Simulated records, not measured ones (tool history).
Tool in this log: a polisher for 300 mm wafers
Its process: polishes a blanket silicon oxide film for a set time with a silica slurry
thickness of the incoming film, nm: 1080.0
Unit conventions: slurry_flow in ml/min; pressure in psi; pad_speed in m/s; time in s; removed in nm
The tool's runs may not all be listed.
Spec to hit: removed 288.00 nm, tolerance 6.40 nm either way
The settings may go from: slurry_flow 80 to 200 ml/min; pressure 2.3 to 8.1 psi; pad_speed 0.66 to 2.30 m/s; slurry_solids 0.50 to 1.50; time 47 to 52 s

run  hour  slurry_flow  pressure  pad_speed  slurry_solids  time  removed
  1   0.0          130       5.2       1.46           1.00    52   245.13
  2   8.6          130       5.2       1.10           1.00    52   195.44
  3   9.4          130       5.2       1.10           1.00    52   195.64
  4  10.9          140       5.5       1.10           1.00    52   208.84
  5  12.0          140       5.5       1.10           0.85    52   195.88
  6  17.0          145       5.8       1.10           0.85    52   207.66
  7  23.9          150       6.1       1.10           0.85    52   220.71
  8  27.3          155       6.3       1.10           0.85    52   229.99
  9  28.3          160       6.5       1.10           0.85    52   238.42
 10  35.1          160       6.7       1.10           0.85    52   244.38
 11  41.2          165       6.9       1.10           0.85    52   253.78

Which single option among these 5 for the next run brings every result within its allowed miss of target? Just one does.
  A  47.3          145       6.8       1.24           0.90    50        ?
  B  47.3          180       7.6       1.18           0.75    50        ?
  C  47.3          165       7.8       1.16           0.75    50        ?
  D  47.3          165       7.2       1.10           1.05    52        ?
  E  47.3          175       7.6       1.16           0.90    52        ?

move  removed
   A   263.86
   B   273.29
   C   272.67
   D   286.08
   E   299.81
A: nearer the targets than the last run, but a result is still out of spec
B: nearer the targets than the last run, but a result is still out of spec
C: nearer the targets than the last run, but a result is still out of spec
D: every result within its allowed miss
E: takes the biggest miss from the last run beyond its target
D meets every target.
